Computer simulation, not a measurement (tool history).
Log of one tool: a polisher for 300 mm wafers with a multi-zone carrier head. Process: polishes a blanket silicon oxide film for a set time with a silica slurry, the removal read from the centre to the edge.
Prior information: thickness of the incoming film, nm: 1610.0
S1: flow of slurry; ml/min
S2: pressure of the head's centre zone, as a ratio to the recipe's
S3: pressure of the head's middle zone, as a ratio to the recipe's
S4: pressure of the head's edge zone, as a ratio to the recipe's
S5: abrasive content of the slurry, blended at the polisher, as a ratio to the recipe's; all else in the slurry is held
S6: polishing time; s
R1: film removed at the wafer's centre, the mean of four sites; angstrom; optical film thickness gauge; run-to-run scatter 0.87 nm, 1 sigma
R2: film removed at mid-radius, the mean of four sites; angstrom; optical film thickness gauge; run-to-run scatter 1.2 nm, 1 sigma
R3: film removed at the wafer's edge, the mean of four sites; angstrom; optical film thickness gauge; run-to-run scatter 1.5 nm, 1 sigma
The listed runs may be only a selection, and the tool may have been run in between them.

{"run": 1, "hour": 0.0, "S1": 175, "S2": 1.0, "S3": 1.0, "S4": 1.0, "S5": 1.0, "S6": 39, "R1": 880.97, "R2": 905.77, "R3": 936.28}
{"run": 2, "hour": 6.3, "S1": 195, "S2": 1.0, "S3": 1.0, "S4": 1.0, "S5": 1.0, "S6": 39, "R1": 892.84, "R2": 917.92, "R3": 925.47}
{"run": 3, "hour": 9.3, "S1": 190, "S2": 1.0, "S3": 1.04, "S4": 1.02, "S5": 1.1, "S6": 39, "R1": 929.61, "R2": 986.79, "R3": 962.52}
{"run": 4, "hour": 11.7, "S1": 190, "S2": 1.0, "S3": 1.04, "S4": 1.02, "S5": 1.0, "S6": 39, "R1": 899.67, "R2": 943.93, "R3": 938.55}
{"run": 5, "hour": 14.3, "S1": 190, "S2": 1.0, "S3": 1.04, "S4": 1.02, "S5": 0.85, "S6": 39, "R1": 846.44, "R2": 890.34, "R3": 880.34}
{"run": 6, "hour": 18.7, "S1": 190, "S2": 1.0, "S3": 1.04, "S4": 0.98, "S5": 0.85, "S6": 39, "R1": 835.29, "R2": 884.07, "R3": 861.14}
{"run": 7, "hour": 24.0, "S1": 215, "S2": 0.98, "S3": 1.14, "S4": 1.08, "S5": 1.1, "S6": 40, "R1": 940.98, "R2": 1104.2, "R3": 1035.2}

What will run 8 give?
{"run": 8, "hour": 31.4, "S1": 220, "S2": 0.99, "S3": 1.15, "S4": 1.1, "S5": 1.15, "S6": 40, "R1": "?", "R2": "?", "R3": "?"}

R1: 969.83 angstrom
R2: 1145.80 angstrom
R3: 1065.40 angstrom

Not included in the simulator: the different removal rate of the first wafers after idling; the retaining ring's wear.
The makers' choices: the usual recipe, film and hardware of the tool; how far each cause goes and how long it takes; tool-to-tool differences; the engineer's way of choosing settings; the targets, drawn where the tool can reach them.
